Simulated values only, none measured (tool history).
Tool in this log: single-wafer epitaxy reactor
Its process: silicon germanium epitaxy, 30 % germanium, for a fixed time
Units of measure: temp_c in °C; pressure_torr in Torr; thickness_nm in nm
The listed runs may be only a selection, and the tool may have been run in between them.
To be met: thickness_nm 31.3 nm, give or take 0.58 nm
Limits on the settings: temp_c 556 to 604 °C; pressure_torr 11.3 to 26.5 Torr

run	hour	temp_c	pressure_torr	thickness_nm
1	0	580	18.9	41.881
2	8.4	571	18.9	34.444
3	14.8	570	18.9	33.504
4	18.3	570	20.5	35.087
5	24.7	562	20.5	28.836
6	32.3	563	20.5	29.716
7	33.6	563	20.5	29.721
8	36.7	564	20.5	30.618
# hour 38.3: capacitance manometer re-zeroed and calibrated
9	38.3	565	20.5	30.143

Pick the move, out of 5, that brings all results within their allowed miss; only one does.
A	39.9	564	19.8	?
B	39.9	566	18.7	?
C	39.9	560	21.9	?
D	39.9	565	19.6	?
E	39.9	566	21	?

move	thickness_nm
A	28.814
B	29.311
C	27.614
D	29.329
E	31.033
A: its largest miss is bigger than the last run's
B: its largest miss is bigger than the last run's
C: its largest miss is bigger than the last run's
D: its largest miss is bigger than the last run's
E: hits every target within its allowed miss
So the answer is move E, the one that meets all the targets.
